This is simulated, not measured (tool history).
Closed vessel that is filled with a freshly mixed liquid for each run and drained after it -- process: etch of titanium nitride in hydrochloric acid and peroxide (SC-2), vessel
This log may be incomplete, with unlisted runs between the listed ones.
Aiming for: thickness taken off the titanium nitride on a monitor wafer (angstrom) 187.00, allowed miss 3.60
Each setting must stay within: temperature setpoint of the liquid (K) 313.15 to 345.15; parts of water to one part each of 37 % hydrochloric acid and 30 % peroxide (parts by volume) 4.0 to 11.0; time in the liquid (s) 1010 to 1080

run	hour	temperature setpoint of the liquid (K)	parts of water to one part each of 37 % hydrochloric acid and 30 % peroxide (parts by volume)	time in the liquid (s)	thickness taken off the titanium nitride on a monitor wafer (angstrom)
1	0.0	329.15	6.0	1010	339.79
2	8.9	329.15	4.0	1010	454.32
3	12.6	333.65	4.0	1010	600.84
4	19.1	333.65	4.0	1010	598.05
5	21.9	333.65	6.0	1010	449.51
6	26.7	333.65	6.0	1080	483.19
7	35.4	330.65	6.0	1080	397.29
8	38.5	328.65	6.0	1080	350.40
9	41.1	320.65	6.0	1080	208.96
10	46.0	320.15	6.0	1080	198.62
11	54.3	319.65	6.0	1080	193.89

4 candidate next runs follow, results not yet known. Just one meets every target within its allowed miss. Identify it.
A	62.6	320.65	6.0	1050	?
B	62.6	317.15	4.5	1010	?
C	62.6	318.15	4.5	1050	?
D	62.6	317.65	4.5	1080	?

move	thickness taken off the titanium nitride on a monitor wafer (angstrom)
A	200.88
B	187.14
C	208.45
D	207.15
A: its largest miss is bigger than the last run's
B: each result inside its tolerance
C: its largest miss is bigger than the last run's
D: its largest miss is bigger than the last run's
Go with B: it meets all targets.
